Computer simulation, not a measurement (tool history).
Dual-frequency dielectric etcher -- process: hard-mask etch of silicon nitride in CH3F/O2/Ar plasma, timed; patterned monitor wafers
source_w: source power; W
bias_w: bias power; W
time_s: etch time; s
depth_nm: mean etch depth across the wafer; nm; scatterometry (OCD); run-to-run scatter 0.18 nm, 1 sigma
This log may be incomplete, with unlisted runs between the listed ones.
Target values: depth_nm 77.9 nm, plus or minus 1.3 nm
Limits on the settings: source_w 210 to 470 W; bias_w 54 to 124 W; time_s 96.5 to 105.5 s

run,hour,source_w,bias_w,time_s,depth_nm
1,0,340,89,105.5,71.238
2,6.5,340,78,105.5,67.112
3,11.8,360,79,105.5,69.467
4,13.9,360,79,96.5,63.384
5,20.1,370,84,97,66.312
6,25,370,84,96.5,66.109
7,31.5,380,88,97,68.318
8,35.8,390,91,97,70.285
9,41.2,400,93,97,72.095
10,42.4,410,94,97,72.919

4 next moves are on the table. One of them brings every result within its allowed miss. Which?
A,43.6,420,88,96.5,?
B,43.6,470,91,99,?
C,43.6,430,80,100,?
D,43.6,410,88,98,?

move,depth_nm
A,70.966
B,77.455
C,71.232
D,71.338
A: its largest miss is bigger than the last run's
B: each result inside its tolerance
C: its largest miss is bigger than the last run's
D: its largest miss is bigger than the last run's
Move B is the one to make.
